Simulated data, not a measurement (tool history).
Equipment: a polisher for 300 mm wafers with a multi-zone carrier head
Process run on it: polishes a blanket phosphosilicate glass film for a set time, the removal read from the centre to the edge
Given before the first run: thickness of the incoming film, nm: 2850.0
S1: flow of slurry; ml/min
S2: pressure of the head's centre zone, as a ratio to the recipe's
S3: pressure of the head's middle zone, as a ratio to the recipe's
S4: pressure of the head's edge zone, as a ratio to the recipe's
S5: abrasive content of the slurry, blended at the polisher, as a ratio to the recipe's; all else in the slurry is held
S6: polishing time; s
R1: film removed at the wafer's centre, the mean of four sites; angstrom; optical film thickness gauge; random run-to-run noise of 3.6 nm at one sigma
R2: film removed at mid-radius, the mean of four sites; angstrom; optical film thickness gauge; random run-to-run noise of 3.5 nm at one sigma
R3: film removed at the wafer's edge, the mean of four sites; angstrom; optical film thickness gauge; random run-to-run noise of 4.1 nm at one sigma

run	hour	S1	S2	S3	S4	S5	S6	R1	R2	R3
1	0	265	1	1	1	1	74	7632.9	6911	6847.4
2	4.7	265	0.99	0.98	0.96	0.85	68	6554.3	5999.6	5726.6
3	5.9	255	0.97	0.94	0.93	0.75	64	5906.2	5329	5248.2
4	8.3	225	0.97	0.94	0.93	0.75	64	5826.8	5209	5149.1
5	10.4	225	0.97	0.94	0.98	0.75	64	5757.1	5201.1	5273.2
6	17.2	225	0.97	0.94	0.98	0.9	64	6032.7	5470.3	5661.7
7	25.8	230	0.97	0.93	0.95	0.8	60	5583.3	4967.1	5091.8
# hour 29.5: centre zone pressure recalibrated
8	29.5	225	0.97	0.93	0.92	0.7	57	4643.5	4457.1	4556.9
9	36.1	230	1.04	0.94	0.89	0.65	57	4859.6	4434.3	4310.9
10	40.6	220	1.05	0.93	0.87	0.6	57	4729.7	4241.5	4203.1

Estimate the outcome of run 11 from the log above:
11	45.7	215	1.07	0.93	0.85	0.55	57	?	?	?

Run 11 measured R1 4758.8 angstrom, R2 4214 angstrom, R3 4033.6 angstrom.

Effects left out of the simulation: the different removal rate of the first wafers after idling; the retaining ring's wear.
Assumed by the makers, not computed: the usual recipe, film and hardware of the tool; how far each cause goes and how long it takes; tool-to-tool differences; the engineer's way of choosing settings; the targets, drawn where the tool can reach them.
